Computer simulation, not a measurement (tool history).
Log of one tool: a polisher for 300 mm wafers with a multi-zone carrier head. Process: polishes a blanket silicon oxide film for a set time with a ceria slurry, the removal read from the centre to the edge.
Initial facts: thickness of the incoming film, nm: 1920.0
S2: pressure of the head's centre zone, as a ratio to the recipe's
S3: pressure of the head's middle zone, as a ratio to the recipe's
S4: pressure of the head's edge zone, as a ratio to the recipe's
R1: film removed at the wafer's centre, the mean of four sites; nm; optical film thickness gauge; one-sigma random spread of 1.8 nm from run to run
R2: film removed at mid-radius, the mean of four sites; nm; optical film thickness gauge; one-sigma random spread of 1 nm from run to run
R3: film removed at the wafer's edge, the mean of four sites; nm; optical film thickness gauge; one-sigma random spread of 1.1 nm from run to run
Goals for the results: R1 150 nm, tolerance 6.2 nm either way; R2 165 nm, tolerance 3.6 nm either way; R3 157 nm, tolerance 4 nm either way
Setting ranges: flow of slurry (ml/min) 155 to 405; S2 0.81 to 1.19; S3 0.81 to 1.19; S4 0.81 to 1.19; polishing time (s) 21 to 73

run 1 hour=0 | flow_of_slurry_(ml/min)=260 S2=1 S3=1 S4=1 polishing_time_(s)=47 | R1=182.14 R2=184.01 R3=180.02
run 2 hour=1.5 | flow_of_slurry_(ml/min)=260 S2=1 S3=1 S4=0.96 polishing_time_(s)=47 | R1=181.9 R2=188.65 R3=175.08
run 3 hour=10.1 | flow_of_slurry_(ml/min)=260 S2=1 S3=1.06 S4=0.96 polishing_time_(s)=47 | R1=183.75 R2=194.92 R3=178.3
run 4 hour=14.6 | flow_of_slurry_(ml/min)=260 S2=1 S3=1.03 S4=0.96 polishing_time_(s)=47 | R1=183.95 R2=189.96 R3=176.21
run 5 hour=17.6 | flow_of_slurry_(ml/min)=250 S2=0.98 S3=1 S4=0.95 polishing_time_(s)=47 | R1=178.88 R2=186.72 R3=172.83
run 6 hour=23.1 | flow_of_slurry_(ml/min)=225 S2=0.98 S3=1 S4=0.95 polishing_time_(s)=47 | R1=174.88 R2=184.79 R3=175.64
run 7 hour=23.8 | flow_of_slurry_(ml/min)=220 S2=0.96 S3=0.98 S4=0.94 polishing_time_(s)=47 | R1=172.08 R2=180.24 R3=172.45
run 8 hour=32.3 | flow_of_slurry_(ml/min)=215 S2=0.94 S3=0.97 S4=0.93 polishing_time_(s)=47 | R1=168.91 R2=178.85 R3=170.44
run 9 hour=33.2 | flow_of_slurry_(ml/min)=210 S2=0.92 S3=0.96 S4=0.92 polishing_time_(s)=47 | R1=164.3 R2=175.56 R3=169.95
run 10 hour=36 | flow_of_slurry_(ml/min)=210 S2=0.91 S3=0.95 S4=0.9 polishing_time_(s)=47 | R1=157.59 R2=174.04 R3=169.3
run 11 hour=43.9 | flow_of_slurry_(ml/min)=210 S2=0.91 S3=0.95 S4=0.89 polishing_time_(s)=47 | R1=161.55 R2=176.33 R3=167.18

Which of these 4 next moves meets every target?
run A hour=51.8 | flow_of_slurry_(ml/min)=235 S2=0.89 S3=0.95 S4=0.87 polishing_time_(s)=44 | R1=? R2=? R3=?
run B hour=51.8 | flow_of_slurry_(ml/min)=220 S2=1.02 S3=1.05 S4=0.81 polishing_time_(s)=45 | R1=? R2=? R3=?
run C hour=51.8 | flow_of_slurry_(ml/min)=195 S2=0.81 S3=0.96 S4=0.93 polishing_time_(s)=49 | R1=? R2=? R3=?
run D hour=51.8 | flow_of_slurry_(ml/min)=280 S2=1.03 S3=1.08 S4=0.9 polishing_time_(s)=46 | R1=? R2=? R3=?

move=A R1=148.9 R2=167.13 R3=158.89
move=B R1=173.28 R2=183.51 R3=156.3
move=C R1=146.83 R2=183.31 R3=179.22
move=D R1=184.38 R2=197.11 R3=170.85
A: all results in spec
B: further off than the last run
C: further off than the last run
D: further off than the last run
Go with A: it meets all targets.
